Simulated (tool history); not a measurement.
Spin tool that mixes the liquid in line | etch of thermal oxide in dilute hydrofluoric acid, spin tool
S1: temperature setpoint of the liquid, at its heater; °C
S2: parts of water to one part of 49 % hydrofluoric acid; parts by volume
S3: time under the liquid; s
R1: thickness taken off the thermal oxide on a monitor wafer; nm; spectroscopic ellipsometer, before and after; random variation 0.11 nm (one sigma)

{"run": 1, "hour": 0.0, "S1": 23.0, "S2": 85, "S3": 90, "R1": 4.6884}
{"run": 2, "hour": 4.5, "S1": 23.0, "S2": 85, "S3": 70, "R1": 3.6641}
{"run": 3, "hour": 11.7, "S1": 25.0, "S2": 70, "S3": 75, "R1": 5.1927}
{"run": 4, "hour": 15.4, "S1": 25.0, "S2": 70, "S3": 70, "R1": 4.8243}
{"run": 5, "hour": 23.3, "S1": 26.5, "S2": 60, "S3": 75, "R1": 6.5654}
{"run": 6, "hour": 28.1, "S1": 26.5, "S2": 60, "S3": 70, "R1": 6.1077}
{"run": 7, "hour": 28.9, "S1": 27.5, "S2": 50, "S3": 75, "R1": 8.2783}

Run 8 comes next. What will it give?
{"run": 8, "hour": 33.4, "S1": 28.5, "S2": 45, "S3": 75, "R1": "?"}

Run 8 gave R1 9.7705 nm.
